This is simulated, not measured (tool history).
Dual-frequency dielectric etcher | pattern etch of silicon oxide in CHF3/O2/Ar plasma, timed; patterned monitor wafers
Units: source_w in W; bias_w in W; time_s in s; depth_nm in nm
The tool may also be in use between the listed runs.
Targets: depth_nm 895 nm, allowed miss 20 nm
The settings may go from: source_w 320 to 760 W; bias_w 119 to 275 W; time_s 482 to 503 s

run	hour	source_w	bias_w	time_s	depth_nm
1	0	540	197	482	1011.5
2	7.4	540	197	503	1050
3	14.8	500	193	502.5	1015.6
4	15.9	470	190	502	978.42
5	22.5	470	213	502	1020.5
6	23.7	440	211	501.5	990.78
7	25.8	420	209	501.5	964.68
8	33	400	208	501.5	944.24
9	34.4	400	208	501.5	944.7
10	38.7	330	201	501	865.93
11	39.8	340	201	501	874.59

Which of these 4 next moves meets every target?
A	40.9	320	209	503	?
B	40.9	380	194	491.5	?
C	40.9	320	220	485	?
D	40.9	370	196	482	?

move	depth_nm
A	870.28
B	890.94
C	852.9
D	867.07
A: further off than the last run
B: meets every target
C: further off than the last run
D: further off than the last run
Move B is the one to make.
